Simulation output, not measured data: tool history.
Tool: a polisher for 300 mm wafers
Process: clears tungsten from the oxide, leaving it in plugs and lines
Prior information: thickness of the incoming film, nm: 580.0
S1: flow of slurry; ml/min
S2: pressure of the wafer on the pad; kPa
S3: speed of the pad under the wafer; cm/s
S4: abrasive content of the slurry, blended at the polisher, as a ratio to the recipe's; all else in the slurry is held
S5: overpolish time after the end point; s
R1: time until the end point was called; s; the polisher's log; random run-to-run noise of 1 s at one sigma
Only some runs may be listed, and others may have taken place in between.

run 1 hour=0.0 | S1=255 S2=33.8 S3=112 S4=1.00 S5=15 | R1=92.689
run 2 hour=3.2 | S1=255 S2=33.8 S3=122 S4=1.00 S5=15 | R1=84.961
run 3 hour=9.1 | S1=255 S2=34.5 S3=122 S4=1.00 S5=15 | R1=84.556
run 4 hour=13.2 | S1=255 S2=34.5 S3=146 S4=1.00 S5=15 | R1=71.013
run 5 hour=20.0 | S1=255 S2=34.5 S3=146 S4=1.15 S5=15 | R1=66.948
run 6 hour=25.8 | S1=255 S2=34.5 S3=146 S4=1.15 S5=15 | R1=66.457
run 7 hour=32.7 | S1=255 S2=33.1 S3=146 S4=1.15 S5=15 | R1=70.621

What does the tool deliver on the next run?
run 8 hour=35.2 | S1=255 S2=32.4 S3=146 S4=1.15 S5=15 | R1=?

Logged for run 8: R1 71.604 s.
